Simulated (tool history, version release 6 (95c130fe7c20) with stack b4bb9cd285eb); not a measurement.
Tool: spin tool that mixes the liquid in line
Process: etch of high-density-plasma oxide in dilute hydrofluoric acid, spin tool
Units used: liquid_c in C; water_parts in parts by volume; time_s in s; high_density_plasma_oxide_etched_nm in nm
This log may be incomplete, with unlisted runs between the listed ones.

run,hour,liquid_c,water_parts,time_s,high_density_plasma_oxide_etched_nm
1,0,23,285,295,7.3574
2,4.4,23,335,295,5.8783
3,5.4,23,335,295,5.8638
4,12.3,20,335,295,5.375
5,13.1,18,335,295,4.9681
6,21.2,17,335,295,4.7986
7,30.2,20,270,295,6.8968
8,36.6,22.5,220,300,9.9887
9,41.1,22.5,220,300,9.9324

Expected results for the next run?
10,42.9,24,185,300,?

{"run 10": {"high_density_plasma_oxide_etched_nm": 13.028}}

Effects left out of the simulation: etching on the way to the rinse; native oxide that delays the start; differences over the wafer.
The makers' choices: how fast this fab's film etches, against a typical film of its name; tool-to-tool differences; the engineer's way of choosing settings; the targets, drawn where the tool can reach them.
